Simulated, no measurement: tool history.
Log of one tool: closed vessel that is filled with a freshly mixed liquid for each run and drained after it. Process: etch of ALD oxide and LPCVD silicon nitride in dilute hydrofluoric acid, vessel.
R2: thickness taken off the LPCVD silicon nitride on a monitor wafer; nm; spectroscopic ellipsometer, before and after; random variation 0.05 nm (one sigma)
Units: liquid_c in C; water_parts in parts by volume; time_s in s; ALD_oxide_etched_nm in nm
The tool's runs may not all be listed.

run 1 day=0.000 | liquid_c=21.0 water_parts=65 time_s=300 | ALD_oxide_etched_nm=51.433 R2=1.8365
run 2 day=0.042 | liquid_c=21.0 water_parts=75 time_s=300 | ALD_oxide_etched_nm=43.951 R2=1.4925
run 3 day=0.283 | liquid_c=21.5 water_parts=70 time_s=310 | ALD_oxide_etched_nm=49.494 R2=1.7995
run 4 day=0.517 | liquid_c=23.5 water_parts=70 time_s=310 | ALD_oxide_etched_nm=54.145 R2=2.0634
run 5 day=0.583 | liquid_c=23.5 water_parts=70 time_s=265 | ALD_oxide_etched_nm=45.421 R2=1.7986
run 6 day=0.771 | liquid_c=22.5 water_parts=60 time_s=275 | ALD_oxide_etched_nm=53.996 R2=1.9580

Run 7 comes next. What will it give?
run 7 day=1.142 | liquid_c=22.5 water_parts=55 time_s=270 | ALD_oxide_etched_nm=? R2=?

Run 7 gave ALD_oxide_etched_nm 58.168 nm, R2 2.1309 nm.

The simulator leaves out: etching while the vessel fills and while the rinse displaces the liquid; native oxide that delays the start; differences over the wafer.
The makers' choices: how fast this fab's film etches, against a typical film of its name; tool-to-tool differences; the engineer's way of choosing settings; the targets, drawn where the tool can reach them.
